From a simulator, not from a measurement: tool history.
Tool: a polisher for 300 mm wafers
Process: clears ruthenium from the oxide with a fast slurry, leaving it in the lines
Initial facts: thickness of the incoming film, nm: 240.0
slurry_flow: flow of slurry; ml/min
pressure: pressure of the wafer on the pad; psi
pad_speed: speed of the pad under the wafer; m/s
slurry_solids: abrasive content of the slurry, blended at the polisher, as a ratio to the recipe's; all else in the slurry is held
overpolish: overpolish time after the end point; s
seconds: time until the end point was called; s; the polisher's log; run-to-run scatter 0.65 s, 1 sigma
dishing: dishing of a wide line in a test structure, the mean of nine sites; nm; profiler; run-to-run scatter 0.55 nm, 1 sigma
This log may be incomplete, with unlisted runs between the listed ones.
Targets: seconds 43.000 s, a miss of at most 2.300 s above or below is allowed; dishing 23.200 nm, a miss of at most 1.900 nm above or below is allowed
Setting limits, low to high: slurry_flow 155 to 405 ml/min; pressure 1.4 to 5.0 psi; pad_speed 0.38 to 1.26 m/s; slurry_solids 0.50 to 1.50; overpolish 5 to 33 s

run,hour,slurry_flow,pressure,pad_speed,slurry_solids,overpolish,seconds,dishing
1,0.0,260,3.2,0.82,1.00,17,53.443,57.166
2,3.3,260,3.2,0.82,1.00,15,54.878,50.170
3,5.7,260,3.3,0.82,1.00,13,52.002,48.083
4,9.8,260,3.3,0.98,1.00,13,43.706,56.809
5,18.3,285,3.3,0.90,1.10,12,43.505,48.035
6,19.5,305,3.1,0.90,1.15,11,46.661,43.596
7,20.3,320,3.2,0.86,1.20,10,45.022,41.248
8,26.7,320,3.2,0.86,1.20,10,46.326,43.090
9,29.1,325,2.9,0.92,1.25,9,45.548,38.769
10,33.3,340,2.7,0.96,1.30,8,46.431,34.630
# hour 34.5: head pressure recalibrated
11,34.5,350,2.5,1.02,1.35,7,41.951,32.949

Which one of the following 5 next-run settings gets every result inside its allowed miss? There is exactly one.
A,35.7,345,2.1,0.98,1.35,5,?,?
B,35.7,405,2.1,0.96,1.40,5,?,?
C,35.7,400,2.9,0.84,1.50,5,?,?
D,35.7,225,1.9,1.08,1.45,5,?,?
E,35.7,335,2.4,1.02,1.40,10,?,?

move,seconds,dishing
A,50.235,20.179
B,49.936,20.294
C,42.377,23.689
D,49.771,20.357
E,42.770,44.196
A: takes the biggest miss from the last run beyond its target
B: takes the biggest miss from the last run beyond its target
C: each result inside its tolerance
D: takes the biggest miss from the last run beyond its target
E: moves away from the targets compared with the last run
Answer: C

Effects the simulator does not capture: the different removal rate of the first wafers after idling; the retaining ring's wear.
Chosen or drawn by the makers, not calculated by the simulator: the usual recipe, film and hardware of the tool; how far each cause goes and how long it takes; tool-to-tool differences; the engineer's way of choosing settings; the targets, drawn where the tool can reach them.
